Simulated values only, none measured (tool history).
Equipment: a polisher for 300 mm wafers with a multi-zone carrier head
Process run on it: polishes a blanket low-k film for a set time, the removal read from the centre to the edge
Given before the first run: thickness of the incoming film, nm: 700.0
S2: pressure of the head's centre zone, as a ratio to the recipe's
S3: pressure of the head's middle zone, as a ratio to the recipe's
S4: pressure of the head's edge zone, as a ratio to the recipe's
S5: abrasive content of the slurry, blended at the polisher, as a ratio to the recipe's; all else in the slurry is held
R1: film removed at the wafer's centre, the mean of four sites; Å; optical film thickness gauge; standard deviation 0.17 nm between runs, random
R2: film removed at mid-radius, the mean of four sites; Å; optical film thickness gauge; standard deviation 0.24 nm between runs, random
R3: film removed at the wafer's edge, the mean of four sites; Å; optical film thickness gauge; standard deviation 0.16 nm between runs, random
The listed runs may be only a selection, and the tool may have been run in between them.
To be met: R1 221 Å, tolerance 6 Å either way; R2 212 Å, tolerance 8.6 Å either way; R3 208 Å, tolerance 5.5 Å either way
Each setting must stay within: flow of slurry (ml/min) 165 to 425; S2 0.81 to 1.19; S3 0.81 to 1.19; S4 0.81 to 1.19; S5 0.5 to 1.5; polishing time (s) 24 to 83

run 1 hour=0 | flow_of_slurry_(ml/min)=275 S2=1 S3=1 S4=1 S5=1 polishing_time_(s)=53 | R1=155.9 R2=151.93 R3=151.94
run 2 hour=6.4 | flow_of_slurry_(ml/min)=275 S2=1 S3=1.08 S4=1 S5=1 polishing_time_(s)=53 | R1=152.76 R2=164.7 R3=153.47
run 3 hour=14.2 | flow_of_slurry_(ml/min)=275 S2=1 S3=1.08 S4=1.08 S5=1 polishing_time_(s)=53 | R1=156.88 R2=164.87 R3=157.17
run 4 hour=21.6 | flow_of_slurry_(ml/min)=280 S2=1.01 S3=1.08 S4=1.1 S5=1.1 polishing_time_(s)=53 | R1=163.91 R2=171.76 R3=168.22
run 5 hour=26.6 | flow_of_slurry_(ml/min)=230 S2=1.01 S3=1.08 S4=1.1 S5=1.1 polishing_time_(s)=53 | R1=161.71 R2=170.94 R3=167.65
run 6 hour=31.7 | flow_of_slurry_(ml/min)=230 S2=1.01 S3=1.08 S4=1.06 S5=1.1 polishing_time_(s)=53 | R1=161.08 R2=172.18 R3=163.41
run 7 hour=34 | flow_of_slurry_(ml/min)=235 S2=1.04 S3=1.09 S4=1.08 S5=1.2 polishing_time_(s)=53 | R1=173.82 R2=181.05 R3=174.92
run 8 hour=40.9 | flow_of_slurry_(ml/min)=235 S2=1.07 S3=1.1 S4=1.1 S5=1.25 polishing_time_(s)=53 | R1=181.87 R2=184.63 R3=177.16
run 9 hour=45.8 | flow_of_slurry_(ml/min)=235 S2=1.08 S3=1.1 S4=1.11 S5=1.3 polishing_time_(s)=53 | R1=187 R2=185.09 R3=183.35
run 10 hour=49.6 | flow_of_slurry_(ml/min)=235 S2=1.1 S3=1.12 S4=1.12 S5=1.35 polishing_time_(s)=53 | R1=190.76 R2=191.5 R3=184.81
run 11 hour=52 | flow_of_slurry_(ml/min)=235 S2=1.11 S3=1.12 S4=1.13 S5=1.4 polishing_time_(s)=54 | R1=200.22 R2=200.75 R3=191.84
run 12 hour=55.6 | flow_of_slurry_(ml/min)=235 S2=1.12 S3=1.12 S4=1.14 S5=1.4 polishing_time_(s)=54 | R1=202.76 R2=202.03 R3=196.31
run 13 hour=58.1 | flow_of_slurry_(ml/min)=240 S2=1.13 S3=1.12 S4=1.15 S5=1.4 polishing_time_(s)=54 | R1=204.91 R2=200.29 R3=191.17
run 14 hour=63.7 | flow_of_slurry_(ml/min)=240 S2=1.13 S3=1.11 S4=1.15 S5=1.45 polishing_time_(s)=55 | R1=209.15 R2=201.51 R3=202.52
run 15 hour=71.5 | flow_of_slurry_(ml/min)=240 S2=1.14 S3=1.12 S4=1.15 S5=1.45 polishing_time_(s)=55 | R1=215.9 R2=211.37 R3=201.27
run 16 hour=79.2 | flow_of_slurry_(ml/min)=240 S2=1.14 S3=1.12 S4=1.16 S5=1.45 polishing_time_(s)=55 | R1=212.65 R2=208.98 R3=199.6

Next run, 5 choices. One meets every target within its allowed miss, the rest don't. Which?
run A hour=86.9 | flow_of_slurry_(ml/min)=330 S2=1.15 S3=1.1 S4=1.19 S5=1.3 polishing_time_(s)=53 | R1=? R2=? R3=?
run B hour=86.9 | flow_of_slurry_(ml/min)=255 S2=1.18 S3=1.09 S4=1.13 S5=1.35 polishing_time_(s)=59 | R1=? R2=? R3=?
run C hour=86.9 | flow_of_slurry_(ml/min)=280 S2=1.09 S3=1.19 S4=1.18 S5=1.45 polishing_time_(s)=59 | R1=? R2=? R3=?
run D hour=86.9 | flow_of_slurry_(ml/min)=260 S2=1.15 S3=1.17 S4=1.14 S5=1.45 polishing_time_(s)=60 | R1=? R2=? R3=?
run E hour=86.9 | flow_of_slurry_(ml/min)=285 S2=1.09 S3=1.04 S4=1.06 S5=1.5 polishing_time_(s)=58 | R1=? R2=? R3=?

move=A R1=205.38 R2=191.25 R3=190.04
move=B R1=232.5 R2=210.29 R3=206.11
move=C R1=225.04 R2=235.72 R3=218.27
move=D R1=238.59 R2=234.67 R3=217.04
move=E R1=224.39 R2=209.61 R3=206.58
A: the biggest miss grows against the last run
B: gets the furthest-off result to its target, but another result is out of tolerance
C: takes the result that was furthest off past its target
D: takes the result that was furthest off past its target
E: every result within its allowed miss
Move E is the one to make.
